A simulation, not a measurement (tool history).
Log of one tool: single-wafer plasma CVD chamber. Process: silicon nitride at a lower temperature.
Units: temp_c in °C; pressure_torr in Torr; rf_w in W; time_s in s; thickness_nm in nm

| run | hour | temp_c | pressure_torr | rf_w | time_s | thickness_nm |
|---|---|---|---|---|---|---|
| 1 | 0 | 330 | 1.74 | 390 | 13.9 | 19.16 |
| 2 | 7.6 | 330 | 1.74 | 340 | 13.9 | 17.855 |
| 3 | 12.3 | 330 | 1.74 | 340 | 13.9 | 17.814 |
| 4 | 20.2 | 330 | 1.86 | 360 | 13.9 | 18.895 |
| 5 | 25.4 | 330 | 2.17 | 360 | 13.9 | 19.35 |
| 6 | 31.8 | 325 | 2.17 | 360 | 13.9 | 19.2 |
| 7 | 37.6 | 325 | 2.23 | 375 | 13.9 | 19.907 |
| 8 | 38.2 | 325 | 2.26 | 385 | 13.9 | 20.345 |
| 9 | 40.1 | 325 | 2.29 | 395 | 13.9 | 20.789 |
| 10 | 46.3 | 325 | 2.43 | 420 | 13.9 | 21.683 |

Forecast run 11:
| 11 | 47.7 | 325 | 2.43 | 420 | 13.9 | ? |

thickness_nm: 21.401 nm
